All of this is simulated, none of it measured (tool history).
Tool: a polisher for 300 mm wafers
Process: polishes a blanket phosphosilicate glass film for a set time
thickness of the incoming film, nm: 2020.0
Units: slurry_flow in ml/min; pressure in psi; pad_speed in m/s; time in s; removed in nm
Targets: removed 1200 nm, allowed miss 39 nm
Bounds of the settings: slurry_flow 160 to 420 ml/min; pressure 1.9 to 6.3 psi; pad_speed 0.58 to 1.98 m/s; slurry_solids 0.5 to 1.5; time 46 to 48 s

run	day	slurry_flow	pressure	pad_speed	slurry_solids	time	removed
1	0	270	4.1	1.28	1	46	725.45
2	0.167	270	4.1	1	1	46	614.15
3	0.529	215	4.1	1	1	46	607.68
4	0.558	215	4.7	1.06	1	46	704.32
5	0.704	215	5.1	1.06	1	46	746.12
6	0.938	215	5.5	1.06	1	46	802.07
7	1.204	215	5.7	1.18	1	46	891.16
8	1.442	215	5.9	1.26	1	46	975.04
9	1.688	215	6	1.32	1	46	1028
10	1.804	215	6.1	1.36	1	46	1060.4
11	1.992	220	6.2	1.4	1	46	1089.5

4 next moves are on the table. One of them brings every result within its allowed miss. Which?
A	2.179	250	6.1	1.28	1.05	48	?
B	2.179	275	5.8	1.74	1.05	46	?
C	2.179	200	6.1	1.42	1.1	48	?
D	2.179	250	6.3	1.54	1.05	48	?

move	removed
A	1096.2
B	1270.9
C	1186.1
D	1293.4
A: nearer than the last run, and not there yet
B: takes the result that was furthest off past its target
C: meets every target
D: takes the result that was furthest off past its target
Answer: C
